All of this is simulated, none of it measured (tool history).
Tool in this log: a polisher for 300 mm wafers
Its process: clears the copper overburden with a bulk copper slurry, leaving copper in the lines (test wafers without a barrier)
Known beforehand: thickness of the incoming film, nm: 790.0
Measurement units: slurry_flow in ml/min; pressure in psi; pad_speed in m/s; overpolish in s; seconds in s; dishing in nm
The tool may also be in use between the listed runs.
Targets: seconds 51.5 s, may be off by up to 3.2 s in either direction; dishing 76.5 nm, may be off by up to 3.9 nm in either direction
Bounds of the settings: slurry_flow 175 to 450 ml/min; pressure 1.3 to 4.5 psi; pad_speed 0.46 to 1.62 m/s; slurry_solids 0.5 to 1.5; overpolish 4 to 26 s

run  hour  slurry_flow  pressure  pad_speed  slurry_solids  overpolish  seconds  dishing
  1     0          290       2.9       1.04              1          13   102.81     62.2
  2   3.4          355       2.9       1.04              1          13   98.372   64.123
  3   4.1          360       3.3       1.06              1          12   90.437   67.669
  4  11.8          335       3.3       1.06              1          12   88.368     65.7
  5  17.6          335       3.3       1.06           0.85          12   95.228   64.383
  6  21.3          270       3.3       1.06           0.85          12   91.669   62.927
  7    30          265       3.6       1.12           0.85          11   82.428    65.25
     36.3  -- worn pad replaced by a new one
  8  36.3          280       4.4        1.4            0.9           7   50.959   68.131

5 next moves are on the table. One of them brings every result within its allowed miss. Which?
  A  42.6          295       3.9       1.52            0.9          11        ?        ?
  B  42.6          335       3.9       1.36            0.9           8        ?        ?
  C  42.6          360       4.2       1.44           0.85           9        ?        ?
  D  42.6          280       3.9       1.28           1.05          10        ?        ?
  E  42.6          265       4.3       1.36              1          11        ?        ?

move  seconds  dishing
   A   51.221   86.814
   B   56.623   69.764
   C   50.591   79.858
   D   57.843   78.143
   E   50.596   88.189
A: pushes the last run's worst result past its target
B: moves toward the targets from the last run without getting all of them in spec
C: in spec on every target
D: brings the result that was furthest off to its target, and leaves another outside
E: pushes the last run's worst result past its target
Go with C: it meets all targets.
